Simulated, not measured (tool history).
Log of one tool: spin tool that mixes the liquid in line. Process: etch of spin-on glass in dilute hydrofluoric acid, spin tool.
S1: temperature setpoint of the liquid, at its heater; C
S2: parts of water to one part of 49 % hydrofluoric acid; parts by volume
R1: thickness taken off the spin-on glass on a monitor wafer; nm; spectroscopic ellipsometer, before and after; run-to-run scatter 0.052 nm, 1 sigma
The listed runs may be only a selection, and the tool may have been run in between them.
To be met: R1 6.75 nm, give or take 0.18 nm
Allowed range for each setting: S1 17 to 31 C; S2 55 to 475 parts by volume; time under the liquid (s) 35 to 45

Run 1, hour 0: S1 23 C, S2 265 parts by volume, time under the liquid (s) 45. Result: R1 3.9841 nm.
Run 2, hour 8.6: S1 23 C, S2 220 parts by volume, time under the liquid (s) 45. Result: R1 5.0057 nm.
Run 3, hour 11.2: S1 23 C, S2 155 parts by volume, time under the liquid (s) 45. Result: R1 7.5914 nm.
Run 4, hour 16.6: S1 23 C, S2 90 parts by volume, time under the liquid (s) 45. Result: R1 14.011 nm.
Run 5, hour 18.5: S1 23 C, S2 60 parts by volume, time under the liquid (s) 45. Result: R1 21.766 nm.
Run 6, hour 26.7: S1 23 C, S2 55 parts by volume, time under the liquid (s) 45. Result: R1 24.185 nm.
Run 7, hour 28.7: S1 21 C, S2 90 parts by volume, time under the liquid (s) 45. Result: R1 12.98 nm.
Run 8, hour 33.6: S1 19.5 C, S2 100 parts by volume, time under the liquid (s) 45. Result: R1 10.898 nm.
Run 9, hour 36.6: S1 17 C, S2 175 parts by volume, time under the liquid (s) 45. Result: R1 5.1668 nm.
Run 10, hour 40.3: S1 18.5 C, S2 175 parts by volume, time under the liquid (s) 45. Result: R1 5.5739 nm.
Run 11, hour 42: S1 19.5 C, S2 175 parts by volume, time under the liquid (s) 45. Result: R1 5.7756 nm.
Run 12, hour 48.7: S1 20 C, S2 175 parts by volume, time under the liquid (s) 45. Result: R1 5.907 nm.
Run 13, hour 50.9: S1 20.5 C, S2 175 parts by volume, time under the liquid (s) 45. Result: R1 6.0147 nm.

Pick the move, out of 4, that brings all results within their allowed miss; only one does.
Run A, hour 53.1: S1 24.5 C, S2 170 parts by volume, time under the liquid (s) 45. Result: R1 ?.
Run B, hour 53.1: S1 20 C, S2 145 parts by volume, time under the liquid (s) 40. Result: R1 ?.
Run C, hour 53.1: S1 21.5 C, S2 125 parts by volume, time under the liquid (s) 35. Result: R1 ?.
Run D, hour 53.1: S1 21 C, S2 145 parts by volume, time under the liquid (s) 40. Result: R1 ?.

move      R1
   A  7.1972
   B  6.4749
   C  7.1296
   D  6.7372
A: takes the result that was furthest off past its target
B: closer than the last run, but not yet in spec
C: takes the result that was furthest off past its target
D: all results in spec
Go with D: it meets all targets.

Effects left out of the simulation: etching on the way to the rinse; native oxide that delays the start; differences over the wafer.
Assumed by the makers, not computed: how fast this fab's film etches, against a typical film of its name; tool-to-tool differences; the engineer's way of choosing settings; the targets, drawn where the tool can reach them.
